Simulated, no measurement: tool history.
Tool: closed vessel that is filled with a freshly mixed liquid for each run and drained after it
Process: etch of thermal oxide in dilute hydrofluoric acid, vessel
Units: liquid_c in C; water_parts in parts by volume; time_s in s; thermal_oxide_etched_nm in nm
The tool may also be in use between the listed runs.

Run 1, hour 0.0: liquid_c 21.0 C, water_parts 85 parts by volume, time_s 610 s. Result: thermal_oxide_etched_nm 38.211 nm.
Run 2, hour 1.8: liquid_c 22.5 C, water_parts 80 parts by volume, time_s 610 s. Result: thermal_oxide_etched_nm 43.531 nm.
Run 3, hour 6.1: liquid_c 22.5 C, water_parts 60 parts by volume, time_s 610 s. Result: thermal_oxide_etched_nm 59.770 nm.
Run 4, hour 7.8: liquid_c 23.0 C, water_parts 60 parts by volume, time_s 610 s. Result: thermal_oxide_etched_nm 60.515 nm.
Run 5, hour 12.9: liquid_c 23.0 C, water_parts 80 parts by volume, time_s 610 s. Result: thermal_oxide_etched_nm 44.415 nm.
Run 6, hour 16.5: liquid_c 24.0 C, water_parts 75 parts by volume, time_s 610 s. Result: thermal_oxide_etched_nm 49.473 nm.
Run 7, hour 22.3: liquid_c 25.0 C, water_parts 75 parts by volume, time_s 610 s. Result: thermal_oxide_etched_nm 51.481 nm.
Run 8, hour 30.4: liquid_c 25.5 C, water_parts 75 parts by volume, time_s 610 s. Result: thermal_oxide_etched_nm 53.276 nm.
Run 9, hour 38.1: liquid_c 25.5 C, water_parts 75 parts by volume, time_s 610 s. Result: thermal_oxide_etched_nm 53.118 nm.
Run 10, hour 40.0: liquid_c 26.0 C, water_parts 75 parts by volume, time_s 610 s. Result: thermal_oxide_etched_nm 53.248 nm.
Run 11, hour 47.7: liquid_c 26.5 C, water_parts 75 parts by volume, time_s 610 s. Result: thermal_oxide_etched_nm 54.357 nm.
Run 12, hour 53.9: liquid_c 27.0 C, water_parts 75 parts by volume, time_s 610 s. Result: thermal_oxide_etched_nm 55.012 nm.
Run 13, hour 59.7: liquid_c 29.0 C, water_parts 65 parts by volume, time_s 610 s. Result: thermal_oxide_etched_nm 71.531 nm.

Forecast run 14:
Run 14, hour 67.4: liquid_c 28.5 C, water_parts 65 parts by volume, time_s 610 s. Result: thermal_oxide_etched_nm ?.

thermal_oxide_etched_nm: 69.320 nm
